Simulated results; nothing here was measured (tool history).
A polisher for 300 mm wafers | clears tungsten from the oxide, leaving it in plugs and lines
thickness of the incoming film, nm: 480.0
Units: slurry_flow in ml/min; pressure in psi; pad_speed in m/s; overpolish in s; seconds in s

run,hour,slurry_flow,pressure,pad_speed,slurry_solids,overpolish,seconds
1,0.0,135,2.9,1.40,1.0,5,111.67
2,1.5,135,2.6,1.40,1.0,5,119.11
3,9.8,135,2.6,1.40,1.0,5,117.01
4,14.9,135,3.3,1.40,1.0,5,101.07
5,17.9,135,3.3,1.40,1.0,5,101.37
6,18.6,135,2.7,1.40,1.0,5,113.74
7,26.3,135,2.7,1.40,1.0,5,115.43
8,32.1,130,2.6,1.40,1.0,5,117.91
9,41.0,130,2.5,1.40,1.0,5,121.08

Forecast run 10:
10,47.6,130,2.4,1.40,1.0,5,?

Run 10 gave seconds 125.90 s.
